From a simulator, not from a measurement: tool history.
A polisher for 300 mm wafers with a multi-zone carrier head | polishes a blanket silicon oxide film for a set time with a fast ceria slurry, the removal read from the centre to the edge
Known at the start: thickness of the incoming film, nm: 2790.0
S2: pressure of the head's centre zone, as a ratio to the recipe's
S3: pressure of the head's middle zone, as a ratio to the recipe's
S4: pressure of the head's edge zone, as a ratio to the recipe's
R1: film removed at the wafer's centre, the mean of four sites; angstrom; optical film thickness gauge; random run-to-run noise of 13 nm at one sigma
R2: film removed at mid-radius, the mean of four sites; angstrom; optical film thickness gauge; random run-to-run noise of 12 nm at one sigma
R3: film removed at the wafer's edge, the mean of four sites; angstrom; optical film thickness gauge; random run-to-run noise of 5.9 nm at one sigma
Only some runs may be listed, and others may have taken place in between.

{"run": 1, "hour": 0.0, "flow of slurry (ml/min)": 155, "S2": 1.0, "S3": 1.0, "S4": 1.0, "polishing time (s)": 47, "R1": 8132.1, "R2": 8198.6, "R3": 8172.8}
{"run": 2, "hour": 2.9, "flow of slurry (ml/min)": 165, "S2": 1.01, "S3": 0.99, "S4": 1.03, "polishing time (s)": 47, "R1": 8155.5, "R2": 8261.0, "R3": 8200.5}
{"run": 3, "hour": 11.4, "flow of slurry (ml/min)": 165, "S2": 1.01, "S3": 0.93, "S4": 1.03, "polishing time (s)": 47, "R1": 8252.7, "R2": 7662.8, "R3": 8196.4}
{"run": 4, "hour": 15.5, "flow of slurry (ml/min)": 170, "S2": 1.02, "S3": 0.93, "S4": 1.05, "polishing time (s)": 48, "R1": 8473.7, "R2": 7967.7, "R3": 8536.5}
{"run": 5, "hour": 16.3, "flow of slurry (ml/min)": 180, "S2": 1.03, "S3": 0.93, "S4": 1.07, "polishing time (s)": 48, "R1": 8670.0, "R2": 8015.8, "R3": 8789.2}
{"run": 6, "hour": 23.9, "flow of slurry (ml/min)": 180, "S2": 0.98, "S3": 0.93, "S4": 1.07, "polishing time (s)": 48, "R1": 8476.9, "R2": 8172.6, "R3": 8709.5}
{"run": 7, "hour": 29.7, "flow of slurry (ml/min)": 190, "S2": 0.99, "S3": 0.93, "S4": 1.08, "polishing time (s)": 48, "R1": 8375.5, "R2": 8136.5, "R3": 8817.5}
{"run": 8, "hour": 38.1, "flow of slurry (ml/min)": 195, "S2": 1.02, "S3": 0.93, "S4": 1.08, "polishing time (s)": 48, "R1": 8756.8, "R2": 8266.6, "R3": 8833.1}

Estimate the outcome of run 9 from the log above:
{"run": 9, "hour": 39.1, "flow of slurry (ml/min)": 200, "S2": 1.03, "S3": 0.93, "S4": 1.09, "polishing time (s)": 48, "R1": "?", "R2": "?", "R3": "?"}

{"run 9": {"R1": 8829.4, "R2": 8208.2, "R3": 8873.2}}
